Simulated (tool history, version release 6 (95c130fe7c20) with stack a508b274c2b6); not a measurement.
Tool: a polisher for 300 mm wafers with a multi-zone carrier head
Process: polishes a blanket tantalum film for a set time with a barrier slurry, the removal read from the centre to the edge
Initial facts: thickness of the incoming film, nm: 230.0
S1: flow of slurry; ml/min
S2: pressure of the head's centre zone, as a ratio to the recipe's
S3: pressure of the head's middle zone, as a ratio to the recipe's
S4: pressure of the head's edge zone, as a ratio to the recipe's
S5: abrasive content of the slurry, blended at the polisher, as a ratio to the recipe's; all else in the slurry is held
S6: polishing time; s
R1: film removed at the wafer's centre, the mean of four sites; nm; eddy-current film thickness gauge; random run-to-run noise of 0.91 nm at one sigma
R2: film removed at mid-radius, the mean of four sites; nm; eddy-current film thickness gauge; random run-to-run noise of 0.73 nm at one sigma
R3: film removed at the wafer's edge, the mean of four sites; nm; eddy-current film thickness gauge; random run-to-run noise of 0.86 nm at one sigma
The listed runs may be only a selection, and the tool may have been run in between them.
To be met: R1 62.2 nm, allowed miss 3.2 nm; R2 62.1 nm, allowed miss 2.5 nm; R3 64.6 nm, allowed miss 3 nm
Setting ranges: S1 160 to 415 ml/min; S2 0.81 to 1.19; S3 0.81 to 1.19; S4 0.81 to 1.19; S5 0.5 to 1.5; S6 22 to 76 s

| run | day | S1 | S2 | S3 | S4 | S5 | S6 | R1 | R2 | R3 |
|---|---|---|---|---|---|---|---|---|---|---|
| 1 | 0 | 265 | 1 | 1 | 1 | 1 | 49 | 78.399 | 82.245 | 84.58 |
| 2 | 0.346 | 265 | 1 | 0.98 | 0.97 | 0.85 | 48 | 71.593 | 75.036 | 75.614 |
| 3 | 0.412 | 260 | 0.99 | 0.94 | 0.94 | 0.8 | 48 | 68.185 | 70.296 | 73.892 |
| 4 | 0.529 | 260 | 1 | 0.93 | 0.92 | 0.75 | 48 | 66.369 | 65.711 | 71.112 |
| 5 | 0.792 | 260 | 1 | 0.94 | 0.9 | 0.7 | 48 | 62.845 | 65.995 | 67.848 |
| 6 | 1.092 | 260 | 1 | 0.94 | 0.9 | 0.9 | 48 | 73.172 | 73.953 | 78.912 |
| 7 | 1.171 | 260 | 1.01 | 0.94 | 0.9 | 0.8 | 48 | 68.81 | 71.725 | 72.423 |
| 8 | 1.517 | 260 | 1.01 | 0.94 | 0.9 | 0.8 | 48 | 69.697 | 70.011 | 73.462 |
| 9 | 1.612 | 260 | 1.01 | 0.94 | 0.9 | 0.75 | 48 | 68.085 | 66.929 | 71.306 |
| 10 | 1.988 | 260 | 1.01 | 0.95 | 0.9 | 0.7 | 48 | 64.674 | 65.927 | 67.808 |
|  | 2.275 | centre zone pressure recalibrated |
| 11 | 2.275 | 255 | 1.01 | 0.95 | 0.9 | 0.7 | 48 | 67.515 | 65.126 | 66.358 |
| 12 | 2.538 | 250 | 1 | 0.94 | 0.9 | 0.7 | 48 | 66.62 | 64.816 | 66.538 |
| 13 | 2.771 | 250 | 0.99 | 0.93 | 0.9 | 0.7 | 48 | 64.898 | 64.044 | 66.612 |
| 14 | 3.142 | 250 | 0.98 | 0.93 | 0.9 | 0.7 | 48 | 66.767 | 64.858 | 67.229 |
| 15 | 3.296 | 260 | 0.98 | 0.93 | 0.9 | 0.7 | 48 | 66.394 | 64.592 | 68.112 |
| 16 | 3.417 | 260 | 1 | 0.93 | 0.91 | 0.7 | 48 | 66.494 | 63.705 | 67.501 |
| 17 | 3.688 | 260 | 0.98 | 0.93 | 0.91 | 0.7 | 48 | 67.483 | 65.238 | 68.305 |
| 18 | 3.992 | 250 | 1 | 0.93 | 0.91 | 0.7 | 48 | 68.028 | 62.353 | 67.573 |
| 19 | 4.096 | 235 | 0.94 | 0.94 | 0.88 | 0.6 | 48 | 55.567 | 55.753 | 58.861 |
| 20 | 4.358 | 255 | 0.95 | 0.94 | 0.88 | 0.6 | 48 | 56.944 | 59.623 | 58.907 |
| 21 | 4.462 | 265 | 0.95 | 0.93 | 0.89 | 0.6 | 48 | 58.125 | 56.812 | 60.855 |
| 22 | 4.808 | 270 | 0.96 | 0.94 | 0.9 | 0.6 | 48 | 58.252 | 57.128 | 60.852 |
| 23 | 4.829 | 280 | 0.98 | 0.99 | 0.93 | 0.75 | 49 | 70.927 | 73.003 | 72.281 |
| 24 | 5.192 | 235 | 0.94 | 0.92 | 0.84 | 0.75 | 49 | 66.546 | 66.752 | 70.176 |
| 25 | 5.217 | 225 | 0.93 | 0.92 | 0.84 | 0.75 | 49 | 64.823 | 68.064 | 70.313 |

4 candidate next runs follow, results not yet known. Just one meets every target within its allowed miss. Identify it.
| A | 5.242 | 275 | 0.98 | 0.95 | 0.96 | 0.55 | 54 | ? | ? | ? |
| B | 5.242 | 230 | 0.82 | 1 | 0.96 | 0.75 | 54 | ? | ? | ? |
| C | 5.242 | 185 | 0.81 | 0.89 | 0.87 | 0.9 | 49 | ? | ? | ? |
| D | 5.242 | 205 | 1.11 | 0.9 | 0.85 | 0.5 | 62 | ? | ? | ? |

| move | R1 | R2 | R3 |
|---|---|---|---|
| A | 61.212 | 61.317 | 63.431 |
| B | 63.131 | 78.89 | 78.886 |
| C | 59.674 | 69.636 | 74.335 |
| D | 68.684 | 58.589 | 61.398 |
A: meets every target
B: lands further from the targets than the last run did
C: lands further from the targets than the last run did
D: carries the result that was furthest off beyond its target, to the other side
Answer: A
